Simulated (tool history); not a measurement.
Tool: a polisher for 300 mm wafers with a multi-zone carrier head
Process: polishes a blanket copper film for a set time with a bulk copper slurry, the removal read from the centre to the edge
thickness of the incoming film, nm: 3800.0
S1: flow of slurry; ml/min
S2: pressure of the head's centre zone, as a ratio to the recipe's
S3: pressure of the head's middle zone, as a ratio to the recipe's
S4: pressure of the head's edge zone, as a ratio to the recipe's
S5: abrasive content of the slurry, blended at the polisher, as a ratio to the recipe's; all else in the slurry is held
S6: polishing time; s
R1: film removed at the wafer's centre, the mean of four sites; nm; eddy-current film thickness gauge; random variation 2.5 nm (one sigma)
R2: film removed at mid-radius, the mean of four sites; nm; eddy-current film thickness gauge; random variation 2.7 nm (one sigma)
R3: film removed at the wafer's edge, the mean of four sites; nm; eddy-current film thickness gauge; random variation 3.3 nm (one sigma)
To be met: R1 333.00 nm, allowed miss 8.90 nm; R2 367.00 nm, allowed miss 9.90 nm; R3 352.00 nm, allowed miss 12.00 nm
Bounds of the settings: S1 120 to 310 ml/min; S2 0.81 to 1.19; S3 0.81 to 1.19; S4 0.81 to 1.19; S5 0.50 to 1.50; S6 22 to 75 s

run,hour,S1,S2,S3,S4,S5,S6,R1,R2,R3
1,0.0,200,1.00,1.00,1.00,1.00,48,602.27,610.51,629.75
2,5.4,220,1.00,1.00,1.00,1.00,48,614.57,618.14,624.06
3,13.6,230,0.98,0.99,0.98,0.90,45,554.65,558.83,565.92
4,18.0,235,0.96,0.99,0.96,0.85,43,505.71,535.26,532.94
5,22.2,245,0.95,0.98,0.94,0.80,41,477.34,499.19,493.52
6,25.9,245,0.95,0.98,0.94,0.90,41,494.58,519.23,513.48
7,32.5,250,0.94,0.97,0.92,0.85,39,462.03,487.15,465.65
8,33.4,245,0.92,0.95,0.90,0.80,39,441.10,467.15,458.20
9,40.3,250,0.91,0.94,0.89,0.75,38,412.37,442.56,435.48
10,40.9,255,0.90,0.94,0.88,0.70,37,392.59,419.76,413.07
11,49.8,255,0.89,0.94,0.87,0.65,37,381.40,402.97,405.08
12,52.3,255,0.89,0.95,0.86,0.65,37,380.64,413.16,394.36
13,54.9,245,0.89,0.95,0.85,0.65,37,376.35,409.89,393.68
14,57.5,235,0.89,0.95,0.84,0.65,37,371.26,415.08,390.12
15,65.9,180,0.89,0.88,0.81,0.50,35,301.82,325.76,315.70
16,74.6,235,0.87,0.92,0.84,0.50,35,307.93,338.76,332.57
17,78.9,245,0.87,0.93,0.84,0.50,35,314.62,348.44,328.10
18,83.6,250,0.87,0.93,0.85,0.50,35,316.70,347.29,335.73
19,86.1,255,0.87,0.94,0.85,0.50,35,316.30,347.10,339.25

4 next moves are on the table. One of them brings every result within its allowed miss. Which?
A,88.6,230,0.90,0.94,0.85,0.50,33,?,?,?
B,88.6,260,0.88,0.95,0.86,0.55,35,?,?,?
C,88.6,245,0.92,0.96,0.96,0.55,32,?,?,?
D,88.6,245,1.00,0.92,0.81,0.65,29,?,?,?

move,R1,R2,R3
A,304.28,322.20,311.02
B,336.04,363.99,350.09
C,316.69,332.10,334.95
D,329.72,315.23,300.59
A: further off than the last run
B: meets every target
C: further off than the last run
D: further off than the last run
Answer: B
